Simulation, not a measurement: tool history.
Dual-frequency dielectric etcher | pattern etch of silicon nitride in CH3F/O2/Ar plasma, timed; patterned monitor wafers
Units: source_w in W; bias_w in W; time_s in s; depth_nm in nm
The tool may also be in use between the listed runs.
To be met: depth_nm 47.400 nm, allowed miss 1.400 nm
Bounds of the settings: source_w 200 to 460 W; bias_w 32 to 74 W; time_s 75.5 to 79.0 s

run	hour	source_w	bias_w	time_s	depth_nm
1	0.0	330	53	75.5	41.540
2	2.7	340	54	75.5	42.064
3	4.4	280	54	75.5	39.277
4	12.1	280	46	75.5	37.523
5	14.4	280	46	79.0	39.230
6	17.8	300	46	79.0	40.215
7	22.2	310	47	79.0	41.042
8	25.6	320	48	79.0	41.687
9	34.2	330	49	79.0	42.578
10	38.7	340	50	79.0	43.454
11	47.2	350	50	79.0	43.848
12	49.0	360	50	79.0	44.343
13	53.0	380	52	79.0	45.903

4 next moves are on the table. One of them brings every result within its allowed miss. Which?
A	57.0	350	55	77.0	?
B	57.0	460	55	75.5	?
C	57.0	380	52	75.5	?
D	57.0	390	52	77.5	?

move	depth_nm
A	43.640
B	47.566
C	43.459
D	45.063
A: further off than the last run
B: meets every target
C: further off than the last run
D: further off than the last run
Move B is the one to make.
